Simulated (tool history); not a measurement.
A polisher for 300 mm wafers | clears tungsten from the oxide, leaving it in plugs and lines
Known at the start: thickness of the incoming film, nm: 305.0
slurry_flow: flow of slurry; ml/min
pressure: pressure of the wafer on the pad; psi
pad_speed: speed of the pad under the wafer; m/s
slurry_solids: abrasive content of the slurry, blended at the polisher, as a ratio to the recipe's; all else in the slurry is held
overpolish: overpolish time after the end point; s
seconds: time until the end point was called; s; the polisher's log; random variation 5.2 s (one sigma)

run	hour	slurry_flow	pressure	pad_speed	slurry_solids	overpolish	seconds
1	0.0	185	3.1	0.84	1.00	6	110.17
2	4.1	145	3.1	0.84	1.00	6	112.12
3	5.2	110	3.1	0.84	1.00	6	117.83
4	9.3	110	3.1	0.64	1.00	6	156.26
5	14.3	110	2.5	0.64	1.00	6	191.87
6	16.9	110	2.5	0.64	0.85	6	201.38
7	22.0	110	2.3	0.64	0.85	6	218.71
8	27.1	110	2.2	0.64	0.85	6	223.42
9	34.7	110	2.1	0.64	0.85	6	234.71
10	40.4	110	2.1	0.64	0.85	6	226.55
11	43.8	110	2.0	0.64	0.85	6	247.56
12	48.5	110	1.9	0.64	0.85	6	259.07
13	55.2	110	1.9	0.64	0.85	6	260.07

Forecast run 14:
14	59.5	110	1.6	0.62	0.85	6	?

{"run 14": {"seconds": 310.2}}

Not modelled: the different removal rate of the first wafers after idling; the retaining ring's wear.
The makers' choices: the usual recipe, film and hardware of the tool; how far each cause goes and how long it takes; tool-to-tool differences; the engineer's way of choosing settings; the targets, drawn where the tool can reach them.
